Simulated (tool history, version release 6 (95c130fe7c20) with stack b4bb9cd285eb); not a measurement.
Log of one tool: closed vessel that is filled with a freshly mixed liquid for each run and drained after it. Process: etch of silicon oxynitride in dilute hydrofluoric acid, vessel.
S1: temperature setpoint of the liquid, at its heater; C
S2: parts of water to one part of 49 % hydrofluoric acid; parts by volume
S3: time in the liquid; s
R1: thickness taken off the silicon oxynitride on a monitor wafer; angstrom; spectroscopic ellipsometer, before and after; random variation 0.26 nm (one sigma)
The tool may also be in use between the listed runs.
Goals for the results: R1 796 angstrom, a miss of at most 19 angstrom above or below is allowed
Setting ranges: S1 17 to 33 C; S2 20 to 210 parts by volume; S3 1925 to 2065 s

run,day,S1,S2,S3,R1
1,0,25,115,1925,365.05
2,0.042,25,135,1925,307.99
3,0.154,25,160,1925,253.89
4,0.454,25,185,1925,215.46
5,0.604,27.5,185,1925,238.74
# day 0.908: thermometer replaced
6,0.908,27.5,185,1925,221.31
7,1.004,29,140,1930,322.98
8,1.138,30,105,1935,467.34

Pick the move, out of 5, that brings all results within their allowed miss; only one does.
A,1.271,33,55,2015,?
B,1.271,32.5,55,2030,?
C,1.271,29.5,80,2065,?
D,1.271,29,65,2065,?
E,1.271,32,65,2065,?

move,R1
A,1114.9
B,1098
C,651.9
D,796.14
E,913.51
A: takes the result that was furthest off past its target
B: takes the result that was furthest off past its target
C: gains on the last run, yet a result remains outside its allowed miss
D: all results in spec
E: takes the result that was furthest off past its target
Move D is the one to make.
